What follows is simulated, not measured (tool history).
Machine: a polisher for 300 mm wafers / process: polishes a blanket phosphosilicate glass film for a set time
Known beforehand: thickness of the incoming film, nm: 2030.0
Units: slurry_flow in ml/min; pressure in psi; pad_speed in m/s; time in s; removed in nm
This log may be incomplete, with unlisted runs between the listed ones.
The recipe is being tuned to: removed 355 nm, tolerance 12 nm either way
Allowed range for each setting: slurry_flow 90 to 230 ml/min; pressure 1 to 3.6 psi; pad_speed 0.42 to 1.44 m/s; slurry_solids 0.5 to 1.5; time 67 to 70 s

| run | day | slurry_flow | pressure | pad_speed | slurry_solids | time | removed |
|---|---|---|---|---|---|---|---|
| 1 | 0 | 150 | 2.3 | 0.92 | 1 | 67 | 457.21 |
| 2 | 0.304 | 150 | 2.3 | 1.02 | 1 | 67 | 490.42 |
| 3 | 0.596 | 145 | 2.2 | 1.02 | 1 | 67 | 485.09 |
| 4 | 0.738 | 145 | 1.8 | 1.02 | 1 | 67 | 427.62 |
| 5 | 1.092 | 145 | 1.7 | 1.02 | 1 | 67 | 404.99 |
| 6 | 1.183 | 145 | 1.7 | 1.14 | 1 | 67 | 448.67 |
| 7 | 1.258 | 145 | 1.6 | 1.14 | 1 | 67 | 439.41 |
| 8 | 1.417 | 145 | 1.5 | 1.14 | 1 | 67 | 416.76 |
| 9 | 1.554 | 145 | 1.4 | 1.14 | 1 | 67 | 401.76 |

Below are 4 possible settings for the next run. Only one of them brings all results inside the allowed miss of their targets. Which is it?
| A | 1.692 | 155 | 1.1 | 1.28 | 1 | 69 | ? |
| B | 1.692 | 130 | 2 | 1.06 | 0.85 | 69 | ? |
| C | 1.692 | 140 | 1.4 | 1.22 | 1 | 69 | ? |
| D | 1.692 | 110 | 1.2 | 1.1 | 1.1 | 68 | ? |

| move | removed |
|---|---|
| A | 408.17 |
| B | 441.8 |
| C | 435.31 |
| D | 360.11 |
A: moves away from the targets compared with the last run
B: moves away from the targets compared with the last run
C: moves away from the targets compared with the last run
D: every result within its allowed miss
Go with D: it meets all targets.
